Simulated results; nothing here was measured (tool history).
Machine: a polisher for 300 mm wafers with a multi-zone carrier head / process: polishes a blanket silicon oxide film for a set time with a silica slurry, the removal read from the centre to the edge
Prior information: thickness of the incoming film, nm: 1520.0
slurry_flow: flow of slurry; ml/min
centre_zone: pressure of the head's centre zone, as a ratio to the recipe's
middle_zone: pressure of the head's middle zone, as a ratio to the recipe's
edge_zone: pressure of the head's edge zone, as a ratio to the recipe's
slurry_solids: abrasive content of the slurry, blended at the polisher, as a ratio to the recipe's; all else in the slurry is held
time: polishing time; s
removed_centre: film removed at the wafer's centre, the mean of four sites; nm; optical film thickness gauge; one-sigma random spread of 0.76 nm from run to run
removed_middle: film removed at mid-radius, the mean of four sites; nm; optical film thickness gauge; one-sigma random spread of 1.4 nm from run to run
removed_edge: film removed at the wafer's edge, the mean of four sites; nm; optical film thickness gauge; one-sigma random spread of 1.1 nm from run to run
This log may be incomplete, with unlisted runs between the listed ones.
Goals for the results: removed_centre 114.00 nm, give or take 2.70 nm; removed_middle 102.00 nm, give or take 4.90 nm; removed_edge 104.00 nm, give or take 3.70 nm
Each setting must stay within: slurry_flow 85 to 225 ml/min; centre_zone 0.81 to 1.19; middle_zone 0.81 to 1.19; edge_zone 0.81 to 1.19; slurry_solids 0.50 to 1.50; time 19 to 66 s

run  hour  slurry_flow  centre_zone  middle_zone  edge_zone  slurry_solids  time  removed_centre  removed_middle  removed_edge
  1   0.0          145         1.00         1.00       1.00           1.00    42          137.67          140.36        135.32
  2   2.2          140         1.00         0.96       0.96           0.90    42          132.82          133.92        128.64
  3   7.0          135         1.02         0.93       0.95           0.80    41          126.42          120.69        119.83
  4  13.7          135         1.02         0.93       0.95           0.80    48          147.53          141.86        142.88
  5  20.2          135         1.02         0.93       0.95           0.90    48          154.21          148.51        143.44
  6  23.5          130         1.02         0.90       0.92           0.80    46          141.47          131.12        129.87
  7  24.9          120         1.01         0.88       0.89           0.70    46          132.50          125.92        123.13
  8  33.6          120         1.01         0.86       0.88           0.65    45          126.51          117.64        116.71
  9  38.5          115         1.01         0.85       0.87           0.60    45          122.52          113.69        113.65
 10  43.7          110         1.01         0.84       0.86           0.55    45          120.22          107.65        109.25
 11  45.7          105         1.01         0.83       0.85           0.55    45          119.82          107.17        111.20
 12  53.4          105         1.01         0.83       0.84           0.55    45          116.94          109.44        106.72
 13  56.2          100         1.01         0.82       0.84           0.55    45          117.03          104.72        108.45
 14  65.1          100         1.01         0.82       0.83           0.55    45          118.05          106.55        107.51
 15  69.0          100         1.01         0.82       0.83           0.55    45          118.77          106.15        109.85

4 candidate next runs follow, results not yet known. Just one meets every target within its allowed miss. Identify it.
  A  72.9          120         1.16         0.83       0.81           0.50    43               ?               ?             ?
  B  72.9           85         1.06         0.81       0.86           0.55    47               ?               ?             ?
  C  72.9           95         1.02         0.82       0.82           0.60    45               ?               ?             ?
  D  72.9          115         1.05         0.86       0.91           0.50    42               ?               ?             ?

move  removed_centre  removed_middle  removed_edge
   A          128.74          105.03        101.87
   B          124.22          110.27        113.18
   C          119.44          110.76        109.87
   D          112.97          104.20        104.35
A: misses by more than the last run did
B: misses by more than the last run did
C: misses by more than the last run did
D: all results land within tolerance of their targets
D is the move that brings every result within its allowed miss.

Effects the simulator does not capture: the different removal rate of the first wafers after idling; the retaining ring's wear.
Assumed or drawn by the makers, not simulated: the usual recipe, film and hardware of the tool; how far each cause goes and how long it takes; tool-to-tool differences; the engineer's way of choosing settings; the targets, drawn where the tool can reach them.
